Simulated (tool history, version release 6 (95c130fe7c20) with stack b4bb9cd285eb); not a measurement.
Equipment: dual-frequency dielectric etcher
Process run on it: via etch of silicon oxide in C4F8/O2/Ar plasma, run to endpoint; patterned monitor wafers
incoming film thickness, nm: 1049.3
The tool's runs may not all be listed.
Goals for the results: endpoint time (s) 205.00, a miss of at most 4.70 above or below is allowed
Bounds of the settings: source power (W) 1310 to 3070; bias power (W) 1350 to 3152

run    day  source power (W)  bias power (W)  endpoint time (s)
  1  0.000              2190            2251             185.25
  2  0.038              2500            2251             178.77
  3  0.262              2370            2191             181.94
  4  0.475              2260            2138             185.62
  5  0.583              2160            2090             188.51
  6  0.896              2330            2090             184.16
  7  0.954              2220            2039             191.58
  8  1.321              1910            1973             198.39

Consider the 5 candidate settings below. Which is the only one whose results all fall within their allowed miss of target?
  A  1.688              1580            1566                  ?
  B  1.688              2100            2284                  ?
  C  1.688              1790            1804                  ?
  D  1.688              2290            1972                  ?
  E  1.688              1560            1608                  ?

move  endpoint time (s)
   A             218.80
   B             187.50
   C             205.92
   D             188.68
   E             218.43
A: carries the result that was furthest off beyond its target, to the other side
B: lands further from the targets than the last run did
C: each result inside its tolerance
D: lands further from the targets than the last run did
E: carries the result that was furthest off beyond its target, to the other side
So the answer is move C, the one that meets all the targets.

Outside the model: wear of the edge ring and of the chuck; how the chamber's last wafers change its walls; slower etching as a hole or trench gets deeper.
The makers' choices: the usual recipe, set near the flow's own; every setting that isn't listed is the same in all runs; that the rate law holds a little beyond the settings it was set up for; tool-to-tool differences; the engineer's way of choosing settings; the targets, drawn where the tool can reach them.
